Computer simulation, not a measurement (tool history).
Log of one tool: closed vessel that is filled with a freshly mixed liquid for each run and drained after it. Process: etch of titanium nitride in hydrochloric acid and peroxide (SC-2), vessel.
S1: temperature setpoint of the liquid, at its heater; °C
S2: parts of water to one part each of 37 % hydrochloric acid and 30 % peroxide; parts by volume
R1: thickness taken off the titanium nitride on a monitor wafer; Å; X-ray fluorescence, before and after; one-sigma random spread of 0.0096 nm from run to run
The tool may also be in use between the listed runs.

run 1 hour=0 | S1=62 S2=7.5 time_in_the_liquid_(s)=30 | R1=16.559
run 2 hour=3.7 | S1=63 S2=7.5 time_in_the_liquid_(s)=30 | R1=17.497
run 3 hour=9.9 | S1=63 S2=9 time_in_the_liquid_(s)=30 | R1=15.112
run 4 hour=13.7 | S1=57 S2=9 time_in_the_liquid_(s)=30 | R1=10.4
run 5 hour=22.4 | S1=50.5 S2=9 time_in_the_liquid_(s)=30 | R1=6.782
run 6 hour=28.7 | S1=50.5 S2=9 time_in_the_liquid_(s)=30 | R1=6.8491
run 7 hour=31.6 | S1=55.5 S2=9 time_in_the_liquid_(s)=30 | R1=9.4531
run 8 hour=35.5 | S1=59 S2=9 time_in_the_liquid_(s)=30 | R1=11.712
run 9 hour=40.7 | S1=61.5 S2=9 time_in_the_liquid_(s)=30 | R1=13.807
run 10 hour=46.6 | S1=63 S2=9 time_in_the_liquid_(s)=30 | R1=15.244

For run 11, what comes out?
run 11 hour=52.4 | S1=63 S2=9 time_in_the_liquid_(s)=30 | R1=?

R1: 15.016 Å
